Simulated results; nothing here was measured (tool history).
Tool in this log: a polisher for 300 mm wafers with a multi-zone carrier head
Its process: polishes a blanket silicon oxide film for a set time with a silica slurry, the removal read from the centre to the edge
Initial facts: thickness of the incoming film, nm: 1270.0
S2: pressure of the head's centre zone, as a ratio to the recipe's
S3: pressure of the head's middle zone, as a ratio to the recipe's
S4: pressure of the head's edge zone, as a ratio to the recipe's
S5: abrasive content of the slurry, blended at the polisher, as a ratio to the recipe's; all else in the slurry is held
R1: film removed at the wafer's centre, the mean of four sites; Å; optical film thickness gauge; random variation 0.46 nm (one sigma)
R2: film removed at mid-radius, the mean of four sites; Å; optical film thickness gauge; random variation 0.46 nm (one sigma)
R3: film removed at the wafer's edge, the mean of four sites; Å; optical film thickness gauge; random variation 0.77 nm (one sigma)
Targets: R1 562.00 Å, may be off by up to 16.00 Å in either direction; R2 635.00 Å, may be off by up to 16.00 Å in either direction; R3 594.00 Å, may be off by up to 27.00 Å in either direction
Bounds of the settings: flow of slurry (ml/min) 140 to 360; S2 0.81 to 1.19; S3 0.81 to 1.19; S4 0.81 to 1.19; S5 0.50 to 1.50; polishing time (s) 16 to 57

{"run": 1, "hour": 0.0, "flow of slurry (ml/min)": 230, "S2": 1.0, "S3": 1.0, "S4": 1.0, "S5": 1.0, "polishing time (s)": 36, "R1": 1203.1, "R2": 1205.9, "R3": 1209.5}
{"run": 2, "hour": 3.5, "flow of slurry (ml/min)": 230, "S2": 1.0, "S3": 0.93, "S4": 1.0, "S5": 1.0, "polishing time (s)": 36, "R1": 1218.1, "R2": 1157.6, "R3": 1189.2}
{"run": 3, "hour": 8.1, "flow of slurry (ml/min)": 225, "S2": 0.98, "S3": 0.93, "S4": 0.97, "S5": 0.95, "polishing time (s)": 34, "R1": 1096.3, "R2": 1073.7, "R3": 1104.2}
{"run": 4, "hour": 15.9, "flow of slurry (ml/min)": 225, "S2": 0.98, "S3": 0.93, "S4": 0.97, "S5": 0.95, "polishing time (s)": 37, "R1": 1164.5, "R2": 1154.9, "R3": 1204.7}
{"run": 5, "hour": 24.0, "flow of slurry (ml/min)": 225, "S2": 0.98, "S3": 0.93, "S4": 1.05, "S5": 0.95, "polishing time (s)": 37, "R1": 1191.7, "R2": 1135.0, "R3": 1237.2}
{"run": 6, "hour": 27.0, "flow of slurry (ml/min)": 225, "S2": 0.98, "S3": 0.93, "S4": 1.12, "S5": 0.95, "polishing time (s)": 37, "R1": 1169.2, "R2": 1161.8, "R3": 1262.3}
{"run": 7, "hour": 30.4, "flow of slurry (ml/min)": 230, "S2": 0.97, "S3": 0.95, "S4": 1.09, "S5": 0.9, "polishing time (s)": 34, "R1": 1042.1, "R2": 1048.2, "R3": 1126.6}
{"run": 8, "hour": 38.1, "flow of slurry (ml/min)": 230, "S2": 0.97, "S3": 0.95, "S4": 1.09, "S5": 0.9, "polishing time (s)": 34, "R1": 1044.1, "R2": 1042.0, "R3": 1097.4}
{"run": 9, "hour": 42.6, "flow of slurry (ml/min)": 240, "S2": 0.95, "S3": 0.96, "S4": 1.08, "S5": 0.85, "polishing time (s)": 32, "R1": 936.25, "R2": 951.65, "R3": 1034.8}
{"run": 10, "hour": 46.2, "flow of slurry (ml/min)": 230, "S2": 0.95, "S3": 0.99, "S4": 1.05, "S5": 0.8, "polishing time (s)": 30, "R1": 836.94, "R2": 871.75, "R3": 876.69}
{"run": 11, "hour": 51.9, "flow of slurry (ml/min)": 220, "S2": 0.94, "S3": 0.99, "S4": 1.04, "S5": 0.75, "polishing time (s)": 30, "R1": 773.01, "R2": 822.76, "R3": 838.53}
{"run": 12, "hour": 59.1, "flow of slurry (ml/min)": 210, "S2": 0.94, "S3": 0.99, "S4": 1.02, "S5": 0.7, "polishing time (s)": 30, "R1": 740.69, "R2": 781.05, "R3": 801.03}
{"run": 13, "hour": 66.8, "flow of slurry (ml/min)": 215, "S2": 0.87, "S3": 1.03, "S4": 0.92, "S5": 0.5, "polishing time (s)": 27, "R1": 444.4, "R2": 527.11, "R3": 498.04}
{"run": 14, "hour": 73.6, "flow of slurry (ml/min)": 245, "S2": 0.97, "S3": 1.1, "S4": 1.02, "S5": 0.5, "polishing time (s)": 26, "R1": 495.93, "R2": 521.96, "R3": 504.23}
{"run": 15, "hour": 77.2, "flow of slurry (ml/min)": 250, "S2": 0.97, "S3": 1.11, "S4": 1.03, "S5": 0.55, "polishing time (s)": 26, "R1": 545.36, "R2": 582.3, "R3": 558.91}
{"run": 16, "hour": 78.1, "flow of slurry (ml/min)": 250, "S2": 0.97, "S3": 1.12, "S4": 1.04, "S5": 0.55, "polishing time (s)": 26, "R1": 533.83, "R2": 586.96, "R3": 583.9}
{"run": 17, "hour": 82.7, "flow of slurry (ml/min)": 315, "S2": 0.99, "S3": 1.18, "S4": 1.0, "S5": 0.55, "polishing time (s)": 26, "R1": 560.68, "R2": 623.51, "R3": 562.95}

Pick the move, out of 5, that brings all results within their allowed miss; only one does.
{"run": "A", "hour": 87.3, "flow of slurry (ml/min)": 340, "S2": 0.97, "S3": 1.19, "S4": 0.83, "S5": 0.55, "polishing time (s)": 26, "R1": "?", "R2": "?", "R3": "?"}
{"run": "B", "hour": 87.3, "flow of slurry (ml/min)": 320, "S2": 0.99, "S3": 1.13, "S4": 1.0, "S5": 0.55, "polishing time (s)": 27, "R1": "?", "R2": "?", "R3": "?"}
{"run": "C", "hour": 87.3, "flow of slurry (ml/min)": 330, "S2": 0.94, "S3": 1.15, "S4": 1.03, "S5": 0.55, "polishing time (s)": 27, "R1": "?", "R2": "?", "R3": "?"}
{"run": "D", "hour": 87.3, "flow of slurry (ml/min)": 300, "S2": 0.92, "S3": 1.19, "S4": 0.98, "S5": 0.55, "polishing time (s)": 28, "R1": "?", "R2": "?", "R3": "?"}
{"run": "E", "hour": 87.3, "flow of slurry (ml/min)": 335, "S2": 0.9, "S3": 1.19, "S4": 0.94, "S5": 0.65, "polishing time (s)": 24, "R1": "?", "R2": "?", "R3": "?"}

move=A R1=565.30 R2=628.62 R3=530.24
move=B R1=595.60 R2=630.87 R3=597.99
move=C R1=567.04 R2=638.83 R3=607.81
move=D R1=570.03 R2=669.47 R3=611.06
move=E R1=564.67 R2=677.42 R3=604.72
A: its largest miss is bigger than the last run's
B: the worst result of the last run now meets its target, but another is out of spec
C: in spec on every target
D: the worst result of the last run now meets its target, but another is out of spec
E: the worst result of the last run now meets its target, but another is out of spec
Answer: C
